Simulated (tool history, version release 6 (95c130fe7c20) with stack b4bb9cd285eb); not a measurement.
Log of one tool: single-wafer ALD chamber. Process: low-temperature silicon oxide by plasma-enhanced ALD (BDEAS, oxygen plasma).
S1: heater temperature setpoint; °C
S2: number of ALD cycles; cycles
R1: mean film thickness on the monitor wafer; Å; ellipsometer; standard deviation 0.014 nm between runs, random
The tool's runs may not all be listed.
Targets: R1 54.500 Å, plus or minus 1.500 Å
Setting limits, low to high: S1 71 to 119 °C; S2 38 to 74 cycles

{"run": 1, "hour": 0.0, "S1": 95, "S2": 56, "R1": 74.494}
{"run": 2, "hour": 1.4, "S1": 97, "S2": 53, "R1": 69.825}
{"run": 3, "hour": 8.3, "S1": 97, "S2": 46, "R1": 60.72}
{"run": 4, "hour": 9.5, "S1": 105, "S2": 46, "R1": 59.742}
{"run": 5, "hour": 13.0, "S1": 105, "S2": 45, "R1": 58.534}
{"run": 6, "hour": 19.5, "S1": 105, "S2": 50, "R1": 64.764}
{"run": 7, "hour": 20.2, "S1": 105, "S2": 48, "R1": 62.31}
{"hour": 25.5, "done": "thermocouple changed; heater temperature recalibrated"}
{"run": 8, "hour": 25.5, "S1": 105, "S2": 47, "R1": 61.785}
{"run": 9, "hour": 31.3, "S1": 105, "S2": 46, "R1": 60.542}
{"run": 10, "hour": 36.2, "S1": 105, "S2": 46, "R1": 60.506}
{"run": 11, "hour": 42.8, "S1": 105, "S2": 45, "R1": 59.411}
{"run": 12, "hour": 48.6, "S1": 105, "S2": 44, "R1": 57.915}
{"run": 13, "hour": 51.9, "S1": 105, "S2": 43, "R1": 56.524}

5 next moves are on the table. One of them brings every result within its allowed miss. Which?
{"run": "A", "hour": 55.2, "S1": 108, "S2": 44, "R1": "?"}
{"run": "B", "hour": 55.2, "S1": 100, "S2": 43, "R1": "?"}
{"run": "C", "hour": 55.2, "S1": 113, "S2": 47, "R1": "?"}
{"run": "D", "hour": 55.2, "S1": 100, "S2": 45, "R1": "?"}
{"run": "E", "hour": 55.2, "S1": 110, "S2": 42, "R1": "?"}

move=A R1=57.589
move=B R1=57.223
move=C R1=60.871
move=D R1=59.885
move=E R1=54.741
A: further off than the last run
B: further off than the last run
C: further off than the last run
D: further off than the last run
E: every result within its allowed miss
Answer: E
